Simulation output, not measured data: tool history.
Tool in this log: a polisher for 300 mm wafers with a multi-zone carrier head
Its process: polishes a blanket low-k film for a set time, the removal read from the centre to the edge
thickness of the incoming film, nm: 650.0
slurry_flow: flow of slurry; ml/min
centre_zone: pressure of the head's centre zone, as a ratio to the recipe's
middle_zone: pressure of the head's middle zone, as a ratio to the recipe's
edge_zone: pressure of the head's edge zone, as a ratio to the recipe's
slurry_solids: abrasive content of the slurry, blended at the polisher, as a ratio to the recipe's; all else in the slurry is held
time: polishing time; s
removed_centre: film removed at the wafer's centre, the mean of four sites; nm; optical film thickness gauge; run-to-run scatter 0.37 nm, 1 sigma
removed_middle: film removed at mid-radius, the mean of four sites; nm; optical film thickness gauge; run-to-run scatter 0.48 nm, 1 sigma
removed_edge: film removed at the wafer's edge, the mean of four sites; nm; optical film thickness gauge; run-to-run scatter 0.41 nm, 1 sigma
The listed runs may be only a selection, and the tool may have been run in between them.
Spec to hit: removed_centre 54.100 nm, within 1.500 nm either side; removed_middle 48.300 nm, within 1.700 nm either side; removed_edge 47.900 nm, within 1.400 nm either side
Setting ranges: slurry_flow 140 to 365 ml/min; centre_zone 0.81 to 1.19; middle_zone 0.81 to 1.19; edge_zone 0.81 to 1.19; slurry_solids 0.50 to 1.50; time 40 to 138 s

run	hour	slurry_flow	centre_zone	middle_zone	edge_zone	slurry_solids	time	removed_centre	removed_middle	removed_edge
1	0.0	235	1.00	1.00	1.00	1.00	88	39.262	39.929	41.092
2	5.2	250	1.05	1.02	1.02	1.05	88	42.942	41.601	42.351
3	12.7	260	1.08	1.04	1.05	1.10	88	44.541	43.721	43.836
4	18.2	260	1.01	1.04	1.05	1.10	88	42.237	44.717	43.554
5	19.9	270	1.05	1.04	1.06	1.15	88	45.017	44.609	44.729
6	27.6	270	1.05	1.04	1.00	1.15	88	45.193	44.568	43.927
7	30.9	275	1.08	1.05	1.02	1.20	88	47.253	45.390	45.423
8	39.6	285	1.10	1.06	1.02	1.20	88	48.754	46.906	45.047
9	43.6	290	1.12	1.06	1.03	1.20	88	49.248	47.034	45.446
10	50.6	295	1.14	1.06	1.04	1.20	88	50.721	46.603	44.478
# hour 57.1: slurry nozzle cleaned
11	57.1	295	1.14	1.06	1.05	1.25	88	54.340	50.162	47.889

Of the 4 settings listed for the next run, only one would bring every result within its allowed miss of target. Which one?
A	63.6	235	1.14	0.90	0.97	1.20	95	?	?	?
B	63.6	365	1.09	1.13	1.01	1.20	87	?	?	?
C	63.6	295	1.18	1.06	1.12	1.30	83	?	?	?
D	63.6	305	1.17	1.12	1.03	1.30	87	?	?	?

move	removed_centre	removed_middle	removed_edge
A	55.855	45.811	48.429
B	51.503	53.221	46.664
C	53.564	48.473	47.551
D	55.895	53.446	47.880
A: carries the result that was furthest off beyond its target, to the other side
B: further off than the last run
C: hits every target within its allowed miss
D: further off than the last run
C meets every target.
